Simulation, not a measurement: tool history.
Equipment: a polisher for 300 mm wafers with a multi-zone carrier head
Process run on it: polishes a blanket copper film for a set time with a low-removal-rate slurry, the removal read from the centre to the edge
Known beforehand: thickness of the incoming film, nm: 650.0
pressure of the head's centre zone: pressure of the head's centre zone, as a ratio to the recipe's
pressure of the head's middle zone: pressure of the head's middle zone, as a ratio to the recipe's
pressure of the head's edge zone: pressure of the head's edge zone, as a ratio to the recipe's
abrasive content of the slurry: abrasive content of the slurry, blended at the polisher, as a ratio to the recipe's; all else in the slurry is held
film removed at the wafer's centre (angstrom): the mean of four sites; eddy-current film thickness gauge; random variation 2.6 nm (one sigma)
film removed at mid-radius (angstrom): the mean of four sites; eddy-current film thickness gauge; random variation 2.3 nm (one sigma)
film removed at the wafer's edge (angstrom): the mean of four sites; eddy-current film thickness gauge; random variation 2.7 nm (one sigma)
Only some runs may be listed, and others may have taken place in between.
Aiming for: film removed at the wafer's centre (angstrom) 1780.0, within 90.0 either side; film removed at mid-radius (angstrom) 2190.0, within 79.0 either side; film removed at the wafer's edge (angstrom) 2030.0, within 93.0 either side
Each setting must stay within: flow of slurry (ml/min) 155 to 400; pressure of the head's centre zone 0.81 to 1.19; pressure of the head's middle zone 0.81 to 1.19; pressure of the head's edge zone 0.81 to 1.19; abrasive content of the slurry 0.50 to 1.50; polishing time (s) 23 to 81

run	day	flow of slurry (ml/min)	pressure of the head's centre zone	pressure of the head's middle zone	pressure of the head's edge zone	abrasive content of the slurry	polishing time (s)	film removed at the wafer's centre (angstrom)	film removed at mid-radius (angstrom)	film removed at the wafer's edge (angstrom)
1	0.000	255	1.00	1.00	1.00	1.00	52	1413.1	1436.7	1480.4
2	0.212	255	1.00	1.00	1.00	1.00	58	1593.0	1618.4	1613.5
3	0.417	255	1.00	1.00	1.06	1.00	58	1618.0	1622.5	1662.3
4	0.529	260	0.97	1.03	1.08	1.15	59	1611.1	1726.1	1773.3
5	0.600	260	0.97	1.03	1.16	1.15	59	1612.8	1711.4	1813.5
6	0.683	260	1.03	1.03	1.16	1.15	59	1723.6	1729.0	1844.1
7	1.021	265	1.02	1.07	1.15	1.20	60	1737.0	1810.8	1849.9
8	1.142	270	1.00	1.10	1.15	1.25	61	1763.7	1894.0	1890.0
9	1.417	270	0.98	1.12	1.15	1.30	62	1784.5	1990.5	1880.9
10	1.712	270	0.95	1.12	1.16	1.35	63	1762.7	2048.4	1965.6
11	1.775	270	0.94	1.13	1.16	1.40	63	1755.8	2070.6	2013.1

Pick the move, out of 5, that brings all results within their allowed miss; only one does.
A	1.838	265	0.86	1.19	1.12	1.35	63	?	?	?
B	1.838	235	0.83	0.95	1.19	1.50	71	?	?	?
C	1.838	270	0.86	0.96	1.19	1.50	68	?	?	?
D	1.838	275	0.91	1.17	1.13	1.40	65	?	?	?
E	1.838	255	0.86	1.10	1.19	1.40	63	?	?	?

move	film removed at the wafer's centre (angstrom)	film removed at mid-radius (angstrom)	film removed at the wafer's edge (angstrom)
A	1604.9	2114.3	1916.4
B	1752.9	1968.4	2244.5
C	1762.0	1935.2	2177.9
D	1751.7	2170.4	2004.1
E	1604.4	1977.3	1982.4
A: the furthest-off result lands on target, but another misses its tolerance
B: the biggest miss grows against the last run
C: the biggest miss grows against the last run
D: each result inside its tolerance
E: the biggest miss grows against the last run
Go with D: it meets all targets.
